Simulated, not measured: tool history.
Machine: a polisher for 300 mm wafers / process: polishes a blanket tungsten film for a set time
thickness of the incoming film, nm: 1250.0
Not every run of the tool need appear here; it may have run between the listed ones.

| run | hour | flow of slurry (ml/min) | pressure of the wafer on the pad (kPa) | speed of the pad under the wafer (m/s) | abrasive content of the slurry | polishing time (s) | film removed (nm) |
|---|---|---|---|---|---|---|---|
| 1 | 0 | 245 | 16.5 | 1.12 | 1 | 84 | 320.82 |
| 2 | 5.6 | 245 | 14.5 | 1.12 | 1 | 84 | 278.04 |
| 3 | 12 | 245 | 13.1 | 1.12 | 1 | 84 | 255.42 |
| 4 | 19.1 | 245 | 13.1 | 1.12 | 1 | 89 | 265.29 |
| 5 | 21.9 | 245 | 14.5 | 1.12 | 1 | 89 | 295.91 |
| 6 | 29.1 | 245 | 17.2 | 1.12 | 1 | 89 | 355.85 |
| 7 | 35.9 | 245 | 15.2 | 1.12 | 1 | 89 | 309.84 |

Predict the results of run 8:
| 8 | 43 | 245 | 13.8 | 1.12 | 1 | 89 | ? |

{"run 8": {"film removed (nm)": 278.06}}
